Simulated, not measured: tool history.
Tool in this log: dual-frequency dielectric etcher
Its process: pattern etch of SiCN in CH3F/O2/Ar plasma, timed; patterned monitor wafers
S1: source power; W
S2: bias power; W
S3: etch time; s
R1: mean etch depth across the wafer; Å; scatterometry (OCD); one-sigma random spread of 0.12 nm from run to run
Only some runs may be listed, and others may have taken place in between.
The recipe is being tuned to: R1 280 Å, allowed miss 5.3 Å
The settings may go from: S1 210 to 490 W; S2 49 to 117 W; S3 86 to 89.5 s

{"run": 1, "hour": 0.0, "S1": 350, "S2": 83, "S3": 86, "R1": 324.51}
{"run": 2, "hour": 4.4, "S1": 350, "S2": 96, "S3": 86, "R1": 343.97}
{"run": 3, "hour": 8.8, "S1": 380, "S2": 96, "S3": 86, "R1": 353.25}
{"run": 4, "hour": 14.7, "S1": 420, "S2": 96, "S3": 86, "R1": 359.88}
{"run": 5, "hour": 21.4, "S1": 420, "S2": 86, "S3": 86, "R1": 346.25}
{"run": 6, "hour": 30.2, "S1": 400, "S2": 83, "S3": 86, "R1": 338.87}
{"run": 7, "hour": 38.9, "S1": 380, "S2": 80, "S3": 86, "R1": 330.69}
{"run": 8, "hour": 44.1, "S1": 360, "S2": 77, "S3": 86, "R1": 318.08}
{"run": 9, "hour": 49.6, "S1": 340, "S2": 76, "S3": 86, "R1": 315.43}
{"run": 10, "hour": 58.2, "S1": 330, "S2": 74, "S3": 86, "R1": 307.47}
{"run": 11, "hour": 65.2, "S1": 320, "S2": 73, "S3": 86, "R1": 305.27}
{"run": 12, "hour": 65.9, "S1": 310, "S2": 72, "S3": 86, "R1": 301.77}
{"run": 13, "hour": 66.9, "S1": 300, "S2": 71, "S3": 86, "R1": 297.08}
{"run": 14, "hour": 75.8, "S1": 290, "S2": 71, "S3": 86, "R1": 292.93}

Which one of the following 5 next-run settings gets every result inside its allowed miss? There is exactly one.
{"run": "A", "hour": 84.7, "S1": 310, "S2": 60, "S3": 89.5, "R1": "?"}
{"run": "B", "hour": 84.7, "S1": 310, "S2": 62, "S3": 88, "R1": "?"}
{"run": "C", "hour": 84.7, "S1": 300, "S2": 78, "S3": 86, "R1": "?"}
{"run": "D", "hour": 84.7, "S1": 320, "S2": 65, "S3": 86, "R1": "?"}
{"run": "E", "hour": 84.7, "S1": 260, "S2": 62, "S3": 87.5, "R1": "?"}

move=A R1=293.61
move=B R1=291.77
move=C R1=305.3
move=D R1=292.03
move=E R1=277.26
A: further off than the last run
B: better than the last run, though not everything is in spec
C: further off than the last run
D: better than the last run, though not everything is in spec
E: every result within its allowed miss
The right move is E.
